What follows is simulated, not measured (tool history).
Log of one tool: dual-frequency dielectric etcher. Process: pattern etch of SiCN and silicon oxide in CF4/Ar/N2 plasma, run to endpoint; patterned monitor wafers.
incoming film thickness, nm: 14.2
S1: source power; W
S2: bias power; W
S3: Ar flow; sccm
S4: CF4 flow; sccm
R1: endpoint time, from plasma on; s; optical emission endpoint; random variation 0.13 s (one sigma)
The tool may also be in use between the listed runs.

run    day   S1  S2   S3  S4      R1
  1      0  520  58  118  47  18.264
  2  0.104  510  58  118  47  18.529
  3  0.367  510  58  118  52  18.039
  4  0.558  470  58  118  52  19.515
  5  0.871  460  58  118  52   19.78
  6    1.2  460  66  118  52  19.146

Run 7 comes next. What will it give?
  7  1.3  450  66  118  52   ?

R1: 19.316 s

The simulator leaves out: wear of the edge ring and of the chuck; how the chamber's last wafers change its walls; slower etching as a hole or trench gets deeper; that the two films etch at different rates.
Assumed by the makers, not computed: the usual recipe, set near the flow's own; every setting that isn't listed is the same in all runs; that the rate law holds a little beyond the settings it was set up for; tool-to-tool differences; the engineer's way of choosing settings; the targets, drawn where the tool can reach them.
